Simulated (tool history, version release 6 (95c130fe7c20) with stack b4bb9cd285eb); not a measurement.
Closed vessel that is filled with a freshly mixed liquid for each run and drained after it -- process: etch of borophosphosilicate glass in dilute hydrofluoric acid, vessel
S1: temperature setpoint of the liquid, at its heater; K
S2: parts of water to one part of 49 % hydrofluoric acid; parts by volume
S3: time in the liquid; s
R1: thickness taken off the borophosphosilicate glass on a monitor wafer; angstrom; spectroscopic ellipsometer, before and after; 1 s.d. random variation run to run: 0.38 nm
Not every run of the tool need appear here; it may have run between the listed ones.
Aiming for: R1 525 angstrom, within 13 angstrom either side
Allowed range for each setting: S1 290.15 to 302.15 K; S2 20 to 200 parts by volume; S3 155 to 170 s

{"run": 1, "hour": 0.0, "S1": 294.15, "S2": 110, "S3": 155, "R1": 729.5}
{"run": 2, "hour": 7.1, "S1": 296.65, "S2": 110, "S3": 155, "R1": 814.65}
{"run": 3, "hour": 15.2, "S1": 295.15, "S2": 115, "S3": 155, "R1": 732.16}
{"run": 4, "hour": 22.5, "S1": 296.65, "S2": 115, "S3": 155, "R1": 771.88}
{"run": 5, "hour": 30.3, "S1": 294.15, "S2": 115, "S3": 155, "R1": 698.06}
{"run": 6, "hour": 32.0, "S1": 292.15, "S2": 115, "S3": 155, "R1": 645.93}
{"run": 7, "hour": 34.1, "S1": 291.65, "S2": 120, "S3": 155, "R1": 597.52}
{"run": 8, "hour": 39.9, "S1": 291.65, "S2": 120, "S3": 155, "R1": 597.56}
{"run": 9, "hour": 41.1, "S1": 291.15, "S2": 120, "S3": 155, "R1": 591.93}
{"run": 10, "hour": 44.2, "S1": 290.65, "S2": 125, "S3": 155, "R1": 540.74}
{"run": 11, "hour": 46.4, "S1": 290.15, "S2": 125, "S3": 155, "R1": 538.18}

Which of these 5 next moves meets every target?
{"run": "A", "hour": 48.6, "S1": 290.15, "S2": 125, "S3": 160, "R1": "?"}
{"run": "B", "hour": 48.6, "S1": 295.65, "S2": 155, "S3": 155, "R1": "?"}
{"run": "C", "hour": 48.6, "S1": 290.65, "S2": 135, "S3": 170, "R1": "?"}
{"run": "D", "hour": 48.6, "S1": 290.15, "S2": 120, "S3": 160, "R1": "?"}
{"run": "E", "hour": 48.6, "S1": 292.65, "S2": 145, "S3": 170, "R1": "?"}

move=A R1=564.06
move=B R1=532.51
move=C R1=560.87
move=D R1=590.53
move=E R1=560.66
A: misses by more than the last run did
B: meets every target
C: misses by more than the last run did
D: misses by more than the last run did
E: misses by more than the last run did
B meets every target.

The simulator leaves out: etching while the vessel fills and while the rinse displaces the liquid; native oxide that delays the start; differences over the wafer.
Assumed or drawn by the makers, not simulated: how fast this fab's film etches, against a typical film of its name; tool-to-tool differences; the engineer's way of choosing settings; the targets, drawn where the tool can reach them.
